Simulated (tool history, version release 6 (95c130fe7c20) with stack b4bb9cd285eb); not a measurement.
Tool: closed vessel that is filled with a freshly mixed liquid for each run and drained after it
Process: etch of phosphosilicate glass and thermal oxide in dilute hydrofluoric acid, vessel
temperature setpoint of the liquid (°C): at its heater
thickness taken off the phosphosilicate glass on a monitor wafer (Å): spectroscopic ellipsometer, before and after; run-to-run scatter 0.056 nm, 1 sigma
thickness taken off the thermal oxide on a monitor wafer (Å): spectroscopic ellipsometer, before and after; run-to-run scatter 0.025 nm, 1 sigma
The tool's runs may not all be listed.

run,day,temperature setpoint of the liquid (°C),parts of water to one part of 49 % hydrofluoric acid (parts by volume),time in the liquid (s),thickness taken off the phosphosilicate glass on a monitor wafer (Å),thickness taken off the thermal oxide on a monitor wafer (Å)
1,0,21,220,60,140.08,10.226
2,0.125,20.5,220,60,137.58,10.558
3,0.479,24,220,60,158.13,11.746
4,0.8,24,250,60,133.21,10.3
5,1.162,25.5,250,60,141.54,10.377
6,1.367,25,250,60,139.29,10.511
7,1.483,24.5,250,60,136.73,10.079

Run 8, settings as shown, results not yet in. Your forecast:
8,1.529,24,250,60,?,?

Run 8 came out at thickness taken off the phosphosilicate glass on a monitor wafer (Å) 134.14, thickness taken off the thermal oxide on a monitor wafer (Å) 10.519.
